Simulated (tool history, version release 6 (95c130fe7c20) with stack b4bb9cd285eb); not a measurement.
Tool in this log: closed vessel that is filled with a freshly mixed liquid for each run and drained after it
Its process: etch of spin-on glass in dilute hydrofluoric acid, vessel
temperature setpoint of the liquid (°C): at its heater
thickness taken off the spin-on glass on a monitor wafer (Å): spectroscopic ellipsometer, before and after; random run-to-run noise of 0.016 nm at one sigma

run	hour	temperature setpoint of the liquid (°C)	parts of water to one part of 49 % hydrofluoric acid (parts by volume)	time in the liquid (s)	thickness taken off the spin-on glass on a monitor wafer (Å)
1	0.0	21.0	260	45	51.453
2	4.9	21.0	260	35	39.569
3	10.5	21.0	260	35	40.226
4	15.8	21.0	260	45	51.229
5	16.8	22.5	260	45	54.563
6	21.2	21.0	270	45	49.197
# hour 30.4: hydrofluoric acid flow meter replaced
7	30.4	17.0	335	45	30.342
8	39.5	17.5	335	45	31.112
9	48.8	18.0	335	45	31.655

The next listed run, before its measurement:
10	54.6	18.5	335	45	?

For run 10 the tool returned thickness taken off the spin-on glass on a monitor wafer (Å) 32.198.
